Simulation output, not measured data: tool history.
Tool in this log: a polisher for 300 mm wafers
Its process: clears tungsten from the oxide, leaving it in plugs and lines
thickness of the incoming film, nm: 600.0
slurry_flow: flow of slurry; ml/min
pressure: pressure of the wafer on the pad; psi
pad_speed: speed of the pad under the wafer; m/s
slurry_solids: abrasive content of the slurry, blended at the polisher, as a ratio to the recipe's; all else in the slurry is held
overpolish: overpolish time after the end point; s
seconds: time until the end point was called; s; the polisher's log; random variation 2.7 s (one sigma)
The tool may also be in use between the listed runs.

run	hour	slurry_flow	pressure	pad_speed	slurry_solids	overpolish	seconds
1	0	275	4.7	1.06	1	4	97.005
2	6.9	275	4.7	0.8	1	4	116.9
3	15.9	275	4.5	0.8	1	4	123.31
4	21.2	275	4.4	0.8	1	4	127.03
5	25.2	275	4.4	0.8	1	4	127.22
6	33.4	275	4.3	0.8	1	4	128.26
7	35	275	4.2	0.8	1	4	134

Run 8, settings as shown, results not yet in. Your forecast:
8	43.8	275	3.1	0.78	1	4	?

Run 8 came out at seconds 182.67 s.

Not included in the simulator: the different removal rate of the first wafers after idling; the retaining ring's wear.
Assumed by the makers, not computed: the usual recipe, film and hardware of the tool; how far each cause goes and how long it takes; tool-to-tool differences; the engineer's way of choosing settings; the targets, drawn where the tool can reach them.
